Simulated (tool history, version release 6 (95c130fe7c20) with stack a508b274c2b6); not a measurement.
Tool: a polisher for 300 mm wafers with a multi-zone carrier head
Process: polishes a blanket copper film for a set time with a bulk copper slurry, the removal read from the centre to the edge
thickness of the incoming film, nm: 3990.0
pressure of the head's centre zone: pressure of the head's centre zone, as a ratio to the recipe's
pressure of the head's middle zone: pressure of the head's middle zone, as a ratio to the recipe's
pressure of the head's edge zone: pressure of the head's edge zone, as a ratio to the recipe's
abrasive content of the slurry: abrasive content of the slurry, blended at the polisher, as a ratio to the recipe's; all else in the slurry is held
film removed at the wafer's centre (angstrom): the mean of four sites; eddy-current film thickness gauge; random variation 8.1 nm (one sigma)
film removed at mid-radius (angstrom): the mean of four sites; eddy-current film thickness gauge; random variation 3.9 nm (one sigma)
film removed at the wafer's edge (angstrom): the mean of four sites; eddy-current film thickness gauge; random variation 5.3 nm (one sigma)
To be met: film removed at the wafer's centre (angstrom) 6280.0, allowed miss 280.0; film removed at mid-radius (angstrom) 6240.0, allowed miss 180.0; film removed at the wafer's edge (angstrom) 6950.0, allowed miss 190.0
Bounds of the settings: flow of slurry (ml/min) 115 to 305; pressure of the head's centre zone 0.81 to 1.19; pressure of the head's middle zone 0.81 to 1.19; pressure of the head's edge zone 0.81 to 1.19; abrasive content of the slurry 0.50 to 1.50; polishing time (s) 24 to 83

run	day	flow of slurry (ml/min)	pressure of the head's centre zone	pressure of the head's middle zone	pressure of the head's edge zone	abrasive content of the slurry	polishing time (s)	film removed at the wafer's centre (angstrom)	film removed at mid-radius (angstrom)	film removed at the wafer's edge (angstrom)
1	0.000	195	1.00	1.00	1.00	1.00	53	5132.3	5363.2	5236.6
2	0.162	195	1.00	1.00	1.00	1.00	59	5825.6	6006.3	5844.7
3	0.329	205	1.00	0.99	1.04	1.05	59	5946.5	5972.6	5979.9
4	0.592	210	0.98	0.98	1.07	1.15	60	5956.7	6118.9	6334.8
5	0.829	255	0.98	0.98	1.07	1.15	60	6287.1	6346.3	6409.9
6	1.029	255	0.98	0.98	1.07	1.15	67	6882.4	7051.4	7236.6
7	1.192	245	0.97	0.96	1.06	1.15	67	6803.1	6837.6	7101.5
8	1.304	235	0.96	0.95	1.06	1.15	67	6704.5	6845.7	7125.2
9	1.404	225	0.95	0.93	1.06	1.15	67	6623.0	6658.6	7107.3
10	1.738	220	0.94	0.92	1.06	1.15	67	6404.0	6633.7	7104.6
11	2.029	215	0.94	0.91	1.06	1.15	67	6459.1	6550.5	7084.6
12	2.279	210	0.94	0.90	1.06	1.15	67	6582.6	6485.6	7051.8
13	2.392	185	0.90	0.87	1.07	1.15	67	6051.3	6295.7	7000.1

Which of these 5 next moves meets every target?
A	2.504	165	0.95	0.97	1.06	1.15	68	?	?	?
B	2.504	230	0.94	0.86	1.06	1.15	65	?	?	?
C	2.504	115	0.97	0.98	1.04	1.35	72	?	?	?
D	2.504	180	0.85	0.86	1.10	1.15	68	?	?	?
E	2.504	215	0.81	0.92	1.07	1.35	63	?	?	?

move	film removed at the wafer's centre (angstrom)	film removed at mid-radius (angstrom)	film removed at the wafer's edge (angstrom)
A	6362.4	6590.9	6906.7
B	6395.0	6118.6	6881.3
C	6369.4	6596.9	6988.1
D	5823.1	6164.6	7114.2
E	5464.9	6322.8	6823.1
A: brings the result that was furthest off to its target, and leaves another outside
B: meets every target
C: brings the result that was furthest off to its target, and leaves another outside
D: further off than the last run
E: further off than the last run
The right move is B.
